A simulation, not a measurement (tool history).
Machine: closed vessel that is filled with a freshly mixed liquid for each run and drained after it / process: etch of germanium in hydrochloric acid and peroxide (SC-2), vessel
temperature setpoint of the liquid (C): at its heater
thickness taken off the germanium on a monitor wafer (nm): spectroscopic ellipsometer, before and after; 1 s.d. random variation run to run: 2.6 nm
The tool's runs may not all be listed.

| run | hour | temperature setpoint of the liquid (C) | parts of water to one part each of 37 % hydrochloric acid and 30 % peroxide (parts by volume) | time in the liquid (s) | thickness taken off the germanium on a monitor wafer (nm) |
|---|---|---|---|---|---|
| 1 | 0 | 62 | 8.5 | 90 | 456.58 |
| 2 | 5.8 | 62 | 8.5 | 100 | 505.57 |
| 3 | 10.8 | 67.5 | 8.5 | 100 | 584.33 |
| 4 | 19.3 | 72 | 8.5 | 100 | 661.32 |
| 5 | 23.9 | 72 | 8.5 | 100 | 661.46 |
| 6 | 27.7 | 72 | 8.5 | 100 | 668.64 |
|  | 35.1 | thermometer replaced |
| 7 | 35.1 | 69.5 | 8.5 | 100 | 587.63 |
| 8 | 40 | 67 | 8.5 | 100 | 556.93 |
| 9 | 41.2 | 65 | 8.5 | 100 | 527.87 |
| 10 | 46.4 | 63.5 | 8.5 | 100 | 497.95 |

Predict the results of run 11:
| 11 | 48.3 | 62.5 | 8.5 | 100 | ? |

{"run 11": {"thickness taken off the germanium on a monitor wafer (nm)": 489.62}}
